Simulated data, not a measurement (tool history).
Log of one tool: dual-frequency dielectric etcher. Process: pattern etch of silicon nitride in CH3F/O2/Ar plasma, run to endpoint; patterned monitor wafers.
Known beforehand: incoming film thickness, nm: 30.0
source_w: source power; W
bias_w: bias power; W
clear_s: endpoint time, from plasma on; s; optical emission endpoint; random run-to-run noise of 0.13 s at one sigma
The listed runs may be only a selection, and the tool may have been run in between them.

run 1 hour=0 | source_w=470 bias_w=102 | clear_s=35.873
run 2 hour=1.5 | source_w=410 bias_w=102 | clear_s=39.155
run 3 hour=5.7 | source_w=450 bias_w=104 | clear_s=36.72
run 4 hour=6.6 | source_w=450 bias_w=92 | clear_s=38.597
run 5 hour=9.5 | source_w=510 bias_w=92 | clear_s=35.836
-- hour=14.4 source power generator calibrated
run 6 hour=14.4 | source_w=510 bias_w=79 | clear_s=38.874
run 7 hour=22.2 | source_w=540 bias_w=82 | clear_s=36.988
run 8 hour=30.6 | source_w=570 bias_w=84 | clear_s=35.798

What does the tool deliver on the next run?
run 9 hour=33.6 | source_w=590 bias_w=87 | clear_s=?

clear_s: 34.47 s
